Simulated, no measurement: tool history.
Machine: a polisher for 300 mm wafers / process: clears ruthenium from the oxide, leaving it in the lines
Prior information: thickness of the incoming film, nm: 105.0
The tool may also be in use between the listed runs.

run  hour  flow of slurry (ml/min)  pressure of the wafer on the pad (psi)  speed of the pad under the wafer (cm/s)  overpolish time after the end point (s)  time until the end point was called (s)
  1     0                      285                                     2.4                                      110                                        5                                   55.825
  2   7.8                      285                                     2.6                                      110                                        5                                   52.244
  3  15.9                      250                                     2.6                                      110                                        5                                   54.088
  4  20.5                      250                                     2.6                                       90                                        5                                   63.724
  5  21.9                      310                                     2.6                                       90                                        5                                   62.316
  6    28                      310                                     2.9                                       92                                        5                                   58.658

Run 7 is up next; what results do you expect?
  7  33.7                      310                                     3.1                                       98                                        5                                        ?

{"run 7": {"time until the end point was called (s)": 51.85}}
